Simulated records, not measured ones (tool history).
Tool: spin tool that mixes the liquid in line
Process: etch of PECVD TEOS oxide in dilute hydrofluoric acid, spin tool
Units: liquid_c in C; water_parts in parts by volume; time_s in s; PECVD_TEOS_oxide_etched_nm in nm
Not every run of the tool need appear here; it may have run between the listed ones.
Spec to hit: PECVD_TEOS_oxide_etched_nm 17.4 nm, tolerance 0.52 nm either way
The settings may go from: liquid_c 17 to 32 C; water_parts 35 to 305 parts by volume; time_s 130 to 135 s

| run | hour | liquid_c | water_parts | time_s | PECVD_TEOS_oxide_etched_nm |
|---|---|---|---|---|---|
| 1 | 0 | 24 | 170 | 130 | 12.925 |
| 2 | 4 | 26.5 | 170 | 130 | 14.174 |
| 3 | 7.5 | 26.5 | 140 | 130 | 18.033 |
| 4 | 13.8 | 26.5 | 140 | 135 | 18.691 |
| 5 | 18.1 | 26 | 140 | 135 | 18.14 |
| 6 | 25.1 | 26 | 90 | 135 | 30.11 |
| 7 | 25.6 | 24 | 100 | 135 | 24.941 |
| 8 | 33.6 | 20 | 105 | 135 | 19.81 |
| 9 | 35.2 | 19.5 | 105 | 135 | 19.208 |

4 next moves are on the table. One of them brings every result within its allowed miss. Which?
| A | 36.8 | 18.5 | 110 | 130 | ? |
| B | 36.8 | 22 | 105 | 135 | ? |
| C | 36.8 | 21 | 100 | 135 | ? |
| D | 36.8 | 21 | 100 | 130 | ? |

| move | PECVD_TEOS_oxide_etched_nm |
|---|---|
| A | 17.275 |
| B | 21.797 |
| C | 22.107 |
| D | 21.288 |
A: meets every target
B: the biggest miss grows against the last run
C: the biggest miss grows against the last run
D: the biggest miss grows against the last run
Correct choice: A, which meets every target
